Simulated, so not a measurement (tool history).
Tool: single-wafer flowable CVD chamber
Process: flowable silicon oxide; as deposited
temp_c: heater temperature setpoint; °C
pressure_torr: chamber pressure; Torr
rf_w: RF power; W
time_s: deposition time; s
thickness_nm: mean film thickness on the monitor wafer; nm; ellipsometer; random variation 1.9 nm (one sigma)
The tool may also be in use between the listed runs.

run 1 day=0 | temp_c=95 pressure_torr=0.769 rf_w=1980 time_s=472 | thickness_nm=307.77
run 2 day=0.325 | temp_c=101 pressure_torr=0.769 rf_w=1980 time_s=472 | thickness_nm=258.56
run 3 day=0.404 | temp_c=98 pressure_torr=0.77 rf_w=1980 time_s=472 | thickness_nm=281.42
run 4 day=0.538 | temp_c=98 pressure_torr=0.77 rf_w=1980 time_s=488 | thickness_nm=291.5
run 5 day=0.846 | temp_c=96 pressure_torr=0.77 rf_w=1980 time_s=488 | thickness_nm=307.13
run 6 day=0.983 | temp_c=95 pressure_torr=0.77 rf_w=1980 time_s=488 | thickness_nm=319.73

Run 7 comes next. What will it give?
run 7 day=1.292 | temp_c=94 pressure_torr=0.77 rf_w=1980 time_s=488 | thickness_nm=?

{"run 7": {"thickness_nm": 327.37}}
